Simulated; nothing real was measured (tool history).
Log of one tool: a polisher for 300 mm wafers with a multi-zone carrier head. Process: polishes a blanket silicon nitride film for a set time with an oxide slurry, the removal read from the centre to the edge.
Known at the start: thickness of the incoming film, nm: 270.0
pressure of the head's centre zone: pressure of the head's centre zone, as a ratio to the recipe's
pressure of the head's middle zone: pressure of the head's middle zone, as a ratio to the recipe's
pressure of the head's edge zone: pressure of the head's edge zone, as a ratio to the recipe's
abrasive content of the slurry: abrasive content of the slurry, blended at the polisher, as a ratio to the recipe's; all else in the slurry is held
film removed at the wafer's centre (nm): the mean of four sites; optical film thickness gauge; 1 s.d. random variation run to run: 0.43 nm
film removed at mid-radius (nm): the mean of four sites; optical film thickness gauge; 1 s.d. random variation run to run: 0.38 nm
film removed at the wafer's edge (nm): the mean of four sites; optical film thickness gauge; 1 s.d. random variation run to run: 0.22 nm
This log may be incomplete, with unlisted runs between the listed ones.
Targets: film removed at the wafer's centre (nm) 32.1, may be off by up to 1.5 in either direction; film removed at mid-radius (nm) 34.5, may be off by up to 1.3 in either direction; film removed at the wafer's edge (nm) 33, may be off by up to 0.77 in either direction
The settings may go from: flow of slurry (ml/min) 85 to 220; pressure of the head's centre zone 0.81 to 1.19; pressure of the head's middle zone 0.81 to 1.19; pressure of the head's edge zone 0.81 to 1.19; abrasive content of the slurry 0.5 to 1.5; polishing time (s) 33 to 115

run  hour  flow of slurry (ml/min)  pressure of the head's centre zone  pressure of the head's middle zone  pressure of the head's edge zone  abrasive content of the slurry  polishing time (s)  film removed at the wafer's centre (nm)  film removed at mid-radius (nm)  film removed at the wafer's edge (nm)
  1     0                      140                                   1                                   1                                 1                               1                  73                                   38.357                           38.114                                 39.126
  2   3.4                      140                                1.07                                   1                                 1                               1                  73                                    40.62                           38.286                                 38.384
  3  12.1                      140                                1.07                                1.06                                 1                               1                  73                                   40.804                           40.333                                  38.61
  4  13.5                      135                                1.05                                1.06                              0.98                               1                  73                                   39.676                           38.744                                 38.335
  5  16.7                      135                                1.05                                0.99                              0.98                               1                  73                                   39.921                           37.089                                 38.761
  6  18.2                      135                                1.04                                1.01                              0.98                            0.95                  73                                   37.836                           37.405                                 37.204
  7  25.7                      130                                1.03                                1.01                              0.96                            0.95                  73                                   37.233                           36.868                                 36.972
  8  28.1                      125                                1.03                                1.02                              0.95                            0.95                  73                                   35.744                           37.199                                 36.561
  9  31.9                      120                                1.04                                1.02                              0.94                            0.95                  73                                   36.107                           36.649                                 35.474
 10  40.4                      115                                1.04                                1.02                              0.94                            0.95                  73                                   36.251                           36.129                                 35.785
 11  47.8                      110                                1.04                                1.02                              0.93                            0.95                  73                                   35.662                           35.407                                 35.141
 12  53.5                      105                                1.04                                1.02                              0.92                            0.95                  73                                   34.774                           34.989                                 35.013
 13  55.4                      105                                1.04                                1.03                              0.91                            0.95                  73                                   35.347                           35.261                                 34.635
 14  57.9                      105                                1.04                                1.03                              0.91                            0.95                  73                                   35.586                           36.014                                 34.673
 15  65.8                      105                                1.04                                1.03                              0.91                            0.95                  73                                   35.354                           35.682                                 34.861
 16  69.7                      105                                1.03                                1.03                               0.9                            0.95                  73                                    34.93                           34.786                                 34.412
 17    78                      105                                1.03                                1.04                               0.9                            0.95                  73                                   34.718                           35.634                                 34.523
 18  83.5                      105                                1.03                                1.04                              0.89                            0.95                  73                                   34.889                           35.321                                  34.59

Pick the move, out of 4, that brings all results within their allowed miss; only one does.
  A    89                      100                                0.96                                1.01                              0.91                            0.85                  78                                        ?                                ?                                      ?
  B    89                      130                                0.94                                1.01                              0.84                            0.95                  69                                        ?                                ?                                      ?
  C    89                      100                                1.05                                0.93                              0.96                             1.2                  68                                        ?                                ?                                      ?
  D    89                      125                                1.08                                1.08                              0.84                            1.05                  66                                        ?                                ?                                      ?

move  film removed at the wafer's centre (nm)  film removed at mid-radius (nm)  film removed at the wafer's edge (nm)
   A                                   32.466                           34.556                                 34.758
   B                                   32.336                           34.785                                 33.147
   C                                   36.248                            32.89                                 36.272
   D                                   36.857                           36.496                                 32.942
A: the biggest miss grows against the last run
B: all results in spec
C: the biggest miss grows against the last run
D: the furthest-off result lands on target, but another misses its tolerance
The move that meets every target is B.
